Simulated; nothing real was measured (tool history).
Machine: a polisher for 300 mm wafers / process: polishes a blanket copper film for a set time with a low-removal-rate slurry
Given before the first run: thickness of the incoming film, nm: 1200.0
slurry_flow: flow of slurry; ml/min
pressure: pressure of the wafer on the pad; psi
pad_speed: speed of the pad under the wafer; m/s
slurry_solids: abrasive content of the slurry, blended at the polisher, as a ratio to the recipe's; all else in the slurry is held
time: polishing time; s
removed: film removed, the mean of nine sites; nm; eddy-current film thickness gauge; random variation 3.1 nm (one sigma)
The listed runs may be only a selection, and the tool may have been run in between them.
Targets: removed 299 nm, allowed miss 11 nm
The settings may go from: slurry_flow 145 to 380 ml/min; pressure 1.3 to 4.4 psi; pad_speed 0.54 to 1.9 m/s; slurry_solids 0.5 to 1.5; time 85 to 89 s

run 1 hour=0 | slurry_flow=245 pressure=2.8 pad_speed=1.22 slurry_solids=1 time=85 | removed=363.56
run 2 hour=8.5 | slurry_flow=245 pressure=2.8 pad_speed=1.22 slurry_solids=1.2 time=85 | removed=367.7
run 3 hour=12.1 | slurry_flow=245 pressure=2.7 pad_speed=1.22 slurry_solids=1.2 time=85 | removed=357.58
run 4 hour=16.1 | slurry_flow=245 pressure=2.1 pad_speed=1.22 slurry_solids=1.2 time=85 | removed=281.54
run 5 hour=20.9 | slurry_flow=245 pressure=2.1 pad_speed=1.22 slurry_solids=1.1 time=85 | removed=274.54
run 6 hour=25.8 | slurry_flow=245 pressure=2.1 pad_speed=1.22 slurry_solids=0.9 time=85 | removed=263.5
run 7 hour=26.8 | slurry_flow=245 pressure=2.1 pad_speed=1.22 slurry_solids=0.9 time=85 | removed=266.96
run 8 hour=30.7 | slurry_flow=250 pressure=2.5 pad_speed=1.22 slurry_solids=0.9 time=85 | removed=315.94

Which one of the following 5 next-run settings gets every result inside its allowed miss? There is exactly one.
run A hour=34.6 | slurry_flow=305 pressure=1.9 pad_speed=1.64 slurry_solids=0.65 time=89 | removed=?
run B hour=34.6 | slurry_flow=270 pressure=3 pad_speed=1.06 slurry_solids=0.85 time=86 | removed=?
run C hour=34.6 | slurry_flow=190 pressure=2.5 pad_speed=1.24 slurry_solids=0.95 time=88 | removed=?
run D hour=34.6 | slurry_flow=225 pressure=2.7 pad_speed=1.18 slurry_solids=0.95 time=85 | removed=?
run E hour=34.6 | slurry_flow=145 pressure=2.6 pad_speed=1.12 slurry_solids=0.85 time=89 | removed=?

move=A removed=323.65
move=B removed=330.86
move=C removed=327.5
move=D removed=329.62
move=E removed=297.53
A: moves away from the targets compared with the last run
B: moves away from the targets compared with the last run
C: moves away from the targets compared with the last run
D: moves away from the targets compared with the last run
E: meets every target
The right move is E.
